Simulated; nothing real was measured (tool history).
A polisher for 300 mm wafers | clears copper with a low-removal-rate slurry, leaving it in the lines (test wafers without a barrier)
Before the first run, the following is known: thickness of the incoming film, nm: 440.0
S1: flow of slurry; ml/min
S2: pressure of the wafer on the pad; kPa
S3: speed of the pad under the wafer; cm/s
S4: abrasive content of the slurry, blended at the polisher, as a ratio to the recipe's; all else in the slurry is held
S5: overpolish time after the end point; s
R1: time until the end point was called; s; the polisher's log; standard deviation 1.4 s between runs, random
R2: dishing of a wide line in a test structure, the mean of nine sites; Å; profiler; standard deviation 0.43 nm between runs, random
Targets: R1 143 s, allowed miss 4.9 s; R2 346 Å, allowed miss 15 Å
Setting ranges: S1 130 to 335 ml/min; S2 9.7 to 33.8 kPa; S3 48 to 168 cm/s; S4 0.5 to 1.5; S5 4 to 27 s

run 1 hour=0 | S1=215 S2=21.4 S3=108 S4=1 S5=14 | R1=174.89 R2=257.95
run 2 hour=2.9 | S1=215 S2=21.4 S3=108 S4=1 S5=11 | R1=174.26 R2=211.13
run 3 hour=9.4 | S1=210 S2=22.8 S3=108 S4=1 S5=12 | R1=163.24 R2=242.38
run 4 hour=11 | S1=210 S2=22.8 S3=96 S4=1 S5=12 | R1=183.68 R2=216.51
run 5 hour=13.4 | S1=210 S2=24.1 S3=96 S4=1 S5=13 | R1=178.03 R2=243.06
-- hour=18.3 worn pad replaced by a new one
run 6 hour=18.3 | S1=210 S2=25.5 S3=96 S4=1 S5=13 | R1=148.21 R2=286.45
run 7 hour=27.2 | S1=215 S2=25.5 S3=96 S4=1 S5=14 | R1=151.27 R2=307.22
run 8 hour=31.7 | S1=225 S2=25.5 S3=96 S4=1 S5=14 | R1=147.68 R2=303.67

Exactly one of the 5 candidate moves below puts every result within its allowed miss. Which one?
run A hour=36.2 | S1=230 S2=26.9 S3=102 S4=1 S5=13 | R1=? R2=?
run B hour=36.2 | S1=215 S2=28.3 S3=100 S4=1 S5=14 | R1=? R2=?
run C hour=36.2 | S1=240 S2=25.5 S3=106 S4=1.05 S5=13 | R1=? R2=?
run D hour=36.2 | S1=225 S2=25.5 S3=100 S4=1.1 S5=15 | R1=? R2=?
run E hour=36.2 | S1=255 S2=24.8 S3=106 S4=1.1 S5=15 | R1=? R2=?

move=A R1=134.66 R2=309.01
move=B R1=131.82 R2=336.64
move=C R1=134.46 R2=308.8
move=D R1=141.92 R2=333.85
move=E R1=135.8 R2=346.46
A: an improvement on the last run, though not all results are within tolerance
B: the worst result of the last run now meets its target, but another is out of spec
C: an improvement on the last run, though not all results are within tolerance
D: each result inside its tolerance
E: the worst result of the last run now meets its target, but another is out of spec
The move that meets every target is D.
